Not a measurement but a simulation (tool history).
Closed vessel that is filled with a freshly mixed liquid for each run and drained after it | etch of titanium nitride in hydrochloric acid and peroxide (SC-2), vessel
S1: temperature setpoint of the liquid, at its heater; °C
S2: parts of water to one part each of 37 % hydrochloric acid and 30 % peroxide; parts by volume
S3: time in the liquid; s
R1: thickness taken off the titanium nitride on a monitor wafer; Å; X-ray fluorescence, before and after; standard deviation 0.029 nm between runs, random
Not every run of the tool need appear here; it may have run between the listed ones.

run    day    S1  S2  S3      R1
  1  0.000  46.0   6  45  23.561
  2  0.246  41.5   6  45  17.235
  3  0.371  41.5   5  45  20.104
  4  0.412  44.0   5  45  23.846
  5  0.779  45.5   5  45  25.770
  6  1.092  48.0   5  45  31.053
  7  1.421  48.5   5  45  31.795

Expected results for the next run?
  8  1.662  49.0   5  45   ?

R1: 32.951 Å
